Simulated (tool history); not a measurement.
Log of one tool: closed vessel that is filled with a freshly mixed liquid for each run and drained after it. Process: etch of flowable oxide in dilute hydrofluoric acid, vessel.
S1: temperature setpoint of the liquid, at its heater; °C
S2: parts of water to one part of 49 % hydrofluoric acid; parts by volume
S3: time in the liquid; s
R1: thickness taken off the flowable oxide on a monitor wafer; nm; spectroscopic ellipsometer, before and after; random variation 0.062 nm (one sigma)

{"run": 1, "day": 0.0, "S1": 20.0, "S2": 110, "S3": 35, "R1": 8.9324}
{"run": 2, "day": 0.046, "S1": 19.5, "S2": 110, "S3": 35, "R1": 8.873}
{"run": 3, "day": 0.412, "S1": 22.0, "S2": 110, "S3": 35, "R1": 9.7472}
{"run": 4, "day": 0.588, "S1": 20.0, "S2": 110, "S3": 35, "R1": 9.0423}
{"run": 5, "day": 0.667, "S1": 20.0, "S2": 110, "S3": 35, "R1": 8.9689}
{"run": 6, "day": 0.767, "S1": 19.5, "S2": 110, "S3": 35, "R1": 8.6448}

The next listed run, before its measurement:
{"run": 7, "day": 1.062, "S1": 19.0, "S2": 110, "S3": 35, "R1": "?"}

R1: 8.5342 nm
